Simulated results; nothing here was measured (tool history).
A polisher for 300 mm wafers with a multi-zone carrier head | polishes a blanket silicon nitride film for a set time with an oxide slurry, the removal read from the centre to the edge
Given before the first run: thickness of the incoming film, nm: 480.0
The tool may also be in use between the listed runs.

| run | hour | flow of slurry (ml/min) | pressure of the head's centre zone | pressure of the head's middle zone | pressure of the head's edge zone | abrasive content of the slurry | polishing time (s) | film removed at the wafer's centre (Å) | film removed at mid-radius (Å) | film removed at the wafer's edge (Å) |
|---|---|---|---|---|---|---|---|---|---|---|
| 1 | 0 | 165 | 1 | 1 | 1 | 1 | 89 | 709.87 | 696.38 | 702.79 |
| 2 | 7.8 | 165 | 1 | 1 | 1.07 | 1 | 89 | 707.3 | 699.98 | 716.22 |
| 3 | 11.2 | 165 | 1 | 1 | 1.07 | 1.2 | 89 | 767.3 | 765.31 | 776.52 |
| 4 | 14.2 | 165 | 1 | 1 | 1.02 | 1.2 | 89 | 772.14 | 754.37 | 753.05 |
| 5 | 17.4 | 160 | 0.98 | 0.98 | 0.97 | 1 | 79 | 609.84 | 612.48 | 620.28 |
| 6 | 18.7 | 160 | 0.98 | 0.98 | 1.02 | 1 | 79 | 621.59 | 620.08 | 617.15 |
| 7 | 22 | 150 | 0.95 | 0.93 | 1.01 | 0.85 | 72 | 493.31 | 484.73 | 519.89 |

Run 8 has not been measured yet. What should we expect?
| 8 | 29.6 | 155 | 0.95 | 0.93 | 0.97 | 0.75 | 67 | ? | ? | ? |

Run 8 produced film removed at the wafer's centre (Å) 436.24, film removed at mid-radius (Å) 426.74, film removed at the wafer's edge (Å) 443.15.
